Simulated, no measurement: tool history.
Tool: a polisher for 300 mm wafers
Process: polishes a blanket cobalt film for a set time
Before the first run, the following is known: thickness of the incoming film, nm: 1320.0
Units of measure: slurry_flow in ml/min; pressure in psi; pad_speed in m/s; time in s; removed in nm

Run 1, hour 0: slurry_flow 215 ml/min, pressure 2.4 psi, pad_speed 0.9 m/s, time 86 s. Result: removed 483.17 nm.
Run 2, hour 8.8: slurry_flow 215 ml/min, pressure 2.6 psi, pad_speed 0.9 m/s, time 86 s. Result: removed 524.5 nm.
Run 3, hour 17.4: slurry_flow 215 ml/min, pressure 2.8 psi, pad_speed 0.9 m/s, time 86 s. Result: removed 560.03 nm.
Run 4, hour 26.3: slurry_flow 215 ml/min, pressure 3 psi, pad_speed 0.9 m/s, time 86 s. Result: removed 600.35 nm.
Run 5, hour 28.1: slurry_flow 215 ml/min, pressure 2.8 psi, pad_speed 0.9 m/s, time 86 s. Result: removed 557.02 nm.
Run 6, hour 32.1: slurry_flow 215 ml/min, pressure 2.6 psi, pad_speed 0.9 m/s, time 86 s. Result: removed 514.28 nm.

Expected results for the next run?
Run 7, hour 36.1: slurry_flow 215 ml/min, pressure 2.6 psi, pad_speed 0.9 m/s, time 86 s. Result: removed ?.

{"run 7": {"removed": 515.34}}

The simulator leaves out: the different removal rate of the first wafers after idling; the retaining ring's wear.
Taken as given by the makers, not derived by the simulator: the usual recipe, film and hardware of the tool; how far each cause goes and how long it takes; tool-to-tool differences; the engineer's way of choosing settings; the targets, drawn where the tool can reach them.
